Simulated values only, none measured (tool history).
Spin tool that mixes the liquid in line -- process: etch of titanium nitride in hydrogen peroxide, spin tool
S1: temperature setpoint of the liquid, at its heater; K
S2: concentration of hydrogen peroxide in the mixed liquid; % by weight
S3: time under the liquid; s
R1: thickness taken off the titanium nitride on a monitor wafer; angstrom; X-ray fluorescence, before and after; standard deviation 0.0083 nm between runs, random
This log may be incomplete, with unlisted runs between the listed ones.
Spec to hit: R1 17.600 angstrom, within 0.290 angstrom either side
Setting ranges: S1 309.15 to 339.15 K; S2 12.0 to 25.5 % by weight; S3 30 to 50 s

{"run": 1, "hour": 0.0, "S1": 325.15, "S2": 17.5, "S3": 50, "R1": 28.101}
{"run": 2, "hour": 7.2, "S1": 323.65, "S2": 17.5, "S3": 50, "R1": 25.362}
{"run": 3, "hour": 15.7, "S1": 323.65, "S2": 17.5, "S3": 50, "R1": 25.314}
{"run": 4, "hour": 17.2, "S1": 318.15, "S2": 17.5, "S3": 50, "R1": 16.911}
{"run": 5, "hour": 26.1, "S1": 324.15, "S2": 17.5, "S3": 50, "R1": 26.102}
{"run": 6, "hour": 33.5, "S1": 323.15, "S2": 17.5, "S3": 50, "R1": 24.425}
{"run": 7, "hour": 36.5, "S1": 322.15, "S2": 17.5, "S3": 50, "R1": 22.532}
{"run": 8, "hour": 45.2, "S1": 318.15, "S2": 17.5, "S3": 50, "R1": 16.872}

Pick the move, out of 4, that brings all results within their allowed miss; only one does.
{"run": "A", "hour": 53.9, "S1": 325.65, "S2": 22.0, "S3": 30, "R1": "?"}
{"run": "B", "hour": 53.9, "S1": 325.65, "S2": 21.0, "S3": 30, "R1": "?"}
{"run": "C", "hour": 53.9, "S1": 324.15, "S2": 25.0, "S3": 30, "R1": "?"}
{"run": "D", "hour": 53.9, "S1": 318.65, "S2": 18.0, "S3": 50, "R1": "?"}

move=A R1=18.383
move=B R1=18.200
move=C R1=16.979
move=D R1=17.645
A: takes the biggest miss from the last run beyond its target
B: takes the biggest miss from the last run beyond its target
C: closes in on the targets versus the last run, not all within tolerance yet
D: each result inside its tolerance
So the answer is move D, the one that meets all the targets.

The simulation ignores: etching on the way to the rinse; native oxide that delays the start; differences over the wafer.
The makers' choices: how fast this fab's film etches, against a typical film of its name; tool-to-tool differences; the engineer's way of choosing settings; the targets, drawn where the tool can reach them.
